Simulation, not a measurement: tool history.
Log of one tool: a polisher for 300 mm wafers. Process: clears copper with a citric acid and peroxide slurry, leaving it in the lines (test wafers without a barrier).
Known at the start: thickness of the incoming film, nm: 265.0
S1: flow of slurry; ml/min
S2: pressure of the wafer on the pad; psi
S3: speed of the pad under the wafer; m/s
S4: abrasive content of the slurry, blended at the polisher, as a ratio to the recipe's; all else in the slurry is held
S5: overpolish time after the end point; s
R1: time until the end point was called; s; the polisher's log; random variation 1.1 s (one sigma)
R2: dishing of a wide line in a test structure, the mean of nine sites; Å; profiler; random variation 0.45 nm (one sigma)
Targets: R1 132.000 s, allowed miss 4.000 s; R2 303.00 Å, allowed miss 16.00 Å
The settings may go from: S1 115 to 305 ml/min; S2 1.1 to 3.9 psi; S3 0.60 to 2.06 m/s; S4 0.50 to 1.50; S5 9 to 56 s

run	day	S1	S2	S3	S4	S5	R1	R2
1	0.000	195	2.5	1.32	1.00	29	97.207	507.05
2	0.071	195	2.5	1.20	1.00	29	107.680	472.67
3	0.333	195	2.4	1.20	1.00	27	109.030	431.59
4	0.442	190	2.2	1.20	1.00	26	116.780	393.14
5	0.717	190	2.2	1.20	0.90	26	121.350	387.93
6	0.833	190	2.1	1.20	0.90	25	126.650	373.96
7	1.129	190	2.0	1.20	0.90	24	127.950	345.50
8	1.150	185	2.0	1.20	0.90	23	130.510	331.82

4 next moves are on the table. One of them brings every result within its allowed miss. Which?
A	1.171	195	1.7	1.36	0.95	21	?	?
B	1.171	200	1.6	1.40	0.95	25	?	?
C	1.171	200	2.2	1.02	1.15	22	?	?
D	1.171	190	2.3	1.06	0.85	31	?	?

move	R1	R2
A	126.120	307.08
B	127.420	353.45
C	133.440	307.58
D	131.920	420.24
A: brings the result that was furthest off to its target, and leaves another outside
B: further off than the last run
C: meets every target
D: further off than the last run
The right move is C.
